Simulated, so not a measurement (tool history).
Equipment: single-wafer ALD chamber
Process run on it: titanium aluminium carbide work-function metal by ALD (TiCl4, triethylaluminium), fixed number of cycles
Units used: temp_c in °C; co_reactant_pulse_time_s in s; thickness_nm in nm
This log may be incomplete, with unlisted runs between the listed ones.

{"run": 1, "hour": 0.0, "temp_c": 290, "co_reactant_pulse_time_s": 15.6, "thickness_nm": 2.0473}
{"run": 2, "hour": 8.0, "temp_c": 283, "co_reactant_pulse_time_s": 15.08, "thickness_nm": 1.9776}
{"run": 3, "hour": 13.7, "temp_c": 291, "co_reactant_pulse_time_s": 15.08, "thickness_nm": 2.04}
{"run": 4, "hour": 20.0, "temp_c": 297, "co_reactant_pulse_time_s": 15.08, "thickness_nm": 2.0988}
{"run": 5, "hour": 22.9, "temp_c": 289, "co_reactant_pulse_time_s": 15.08, "thickness_nm": 2.019}
{"run": 6, "hour": 25.7, "temp_c": 283, "co_reactant_pulse_time_s": 14.19, "thickness_nm": 1.966}
{"run": 7, "hour": 31.0, "temp_c": 279, "co_reactant_pulse_time_s": 13.55, "thickness_nm": 1.9421}

Run 8, settings as shown, results not yet in. Your forecast:
{"run": 8, "hour": 38.0, "temp_c": 275, "co_reactant_pulse_time_s": 12.8, "thickness_nm": "?"}

thickness_nm: 1.9066 nm
